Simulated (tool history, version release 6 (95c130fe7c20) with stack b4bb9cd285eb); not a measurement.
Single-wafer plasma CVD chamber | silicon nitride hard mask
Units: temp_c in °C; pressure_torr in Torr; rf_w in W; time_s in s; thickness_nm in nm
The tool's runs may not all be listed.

run 1 hour=0.0 | temp_c=395 pressure_torr=1.74 rf_w=355 time_s=53.0 | thickness_nm=77.073
run 2 hour=0.8 | temp_c=395 pressure_torr=1.82 rf_w=360 time_s=53.0 | thickness_nm=78.497
run 3 hour=6.4 | temp_c=395 pressure_torr=1.82 rf_w=330 time_s=53.0 | thickness_nm=73.248
run 4 hour=13.1 | temp_c=395 pressure_torr=1.89 rf_w=340 time_s=53.0 | thickness_nm=75.875
run 5 hour=14.8 | temp_c=395 pressure_torr=1.95 rf_w=345 time_s=53.0 | thickness_nm=77.628
run 6 hour=23.4 | temp_c=395 pressure_torr=1.67 rf_w=345 time_s=53.0 | thickness_nm=74.668

Estimate the outcome of run 7 from the log above:
run 7 hour=30.3 | temp_c=395 pressure_torr=1.75 rf_w=350 time_s=53.0 | thickness_nm=?

thickness_nm: 76.434 nm
